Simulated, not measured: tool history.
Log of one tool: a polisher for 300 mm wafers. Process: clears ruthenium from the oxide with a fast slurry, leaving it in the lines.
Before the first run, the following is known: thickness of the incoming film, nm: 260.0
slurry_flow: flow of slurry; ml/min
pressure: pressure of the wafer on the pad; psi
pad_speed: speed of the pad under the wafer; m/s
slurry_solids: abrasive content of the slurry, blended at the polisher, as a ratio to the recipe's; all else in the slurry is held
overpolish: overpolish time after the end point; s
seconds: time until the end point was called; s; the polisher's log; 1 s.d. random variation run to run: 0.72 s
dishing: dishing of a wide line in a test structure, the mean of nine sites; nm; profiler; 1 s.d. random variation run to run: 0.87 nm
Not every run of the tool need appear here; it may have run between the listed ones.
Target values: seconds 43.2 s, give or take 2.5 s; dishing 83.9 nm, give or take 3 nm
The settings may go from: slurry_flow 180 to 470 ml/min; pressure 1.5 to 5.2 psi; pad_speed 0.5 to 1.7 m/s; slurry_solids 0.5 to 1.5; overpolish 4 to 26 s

Run 1, hour 0: slurry_flow 300 ml/min, pressure 3.3 psi, pad_speed 1.1 m/s, slurry_solids 1, overpolish 13 s. Result: seconds 47.403 s, dishing 67.382 nm.
Run 2, hour 4.4: slurry_flow 300 ml/min, pressure 3.4 psi, pad_speed 1.1 m/s, slurry_solids 1, overpolish 14 s. Result: seconds 45.045 s, dishing 73.231 nm.
Run 3, hour 5.6: slurry_flow 300 ml/min, pressure 3.4 psi, pad_speed 1.1 m/s, slurry_solids 1.1, overpolish 14 s. Result: seconds 42.135 s, dishing 75.098 nm.
Run 4, hour 10.4: slurry_flow 300 ml/min, pressure 3.4 psi, pad_speed 1.1 m/s, slurry_solids 1.05, overpolish 15 s. Result: seconds 44.254 s, dishing 78.387 nm.
Run 5, hour 18.8: slurry_flow 300 ml/min, pressure 3.5 psi, pad_speed 1.1 m/s, slurry_solids 1.05, overpolish 15 s. Result: seconds 41.904 s, dishing 80.052 nm.
Run 6, hour 24.5: slurry_flow 240 ml/min, pressure 3.5 psi, pad_speed 1.1 m/s, slurry_solids 1.05, overpolish 15 s. Result: seconds 44.392 s, dishing 78.613 nm.
Run 7, hour 28.7: slurry_flow 245 ml/min, pressure 3.5 psi, pad_speed 1.1 m/s, slurry_solids 1.05, overpolish 15 s. Result: seconds 44.134 s, dishing 78.411 nm.
Run 8, hour 30.9: slurry_flow 250 ml/min, pressure 3.5 psi, pad_speed 1.1 m/s, slurry_solids 1.05, overpolish 15 s. Result: seconds 44.456 s, dishing 78.728 nm.

Of the 4 settings listed for the next run, only one would bring every result within its allowed miss of target. Which one?
Run A, hour 33.1: slurry_flow 245 ml/min, pressure 3.2 psi, pad_speed 1.18 m/s, slurry_solids 1.05, overpolish 14 s. Result: seconds ?, dishing ?.
Run B, hour 33.1: slurry_flow 230 ml/min, pressure 3.6 psi, pad_speed 1.08 m/s, slurry_solids 1.05, overpolish 16 s. Result: seconds ?, dishing ?.
Run C, hour 33.1: slurry_flow 275 ml/min, pressure 3.7 psi, pad_speed 0.96 m/s, slurry_solids 1.15, overpolish 14 s. Result: seconds ?, dishing ?.
Run D, hour 33.1: slurry_flow 260 ml/min, pressure 3.3 psi, pad_speed 1.2 m/s, slurry_solids 1.05, overpolish 14 s. Result: seconds ?, dishing ?.

move  seconds  dishing
   A   44.249    72.12
   B   42.959   82.354
   C   43.491   73.156
   D   42.358   74.761
A: moves away from the targets compared with the last run
B: every result lands within tolerance
C: moves away from the targets compared with the last run
D: moves away from the targets compared with the last run
The move that meets every target is B.
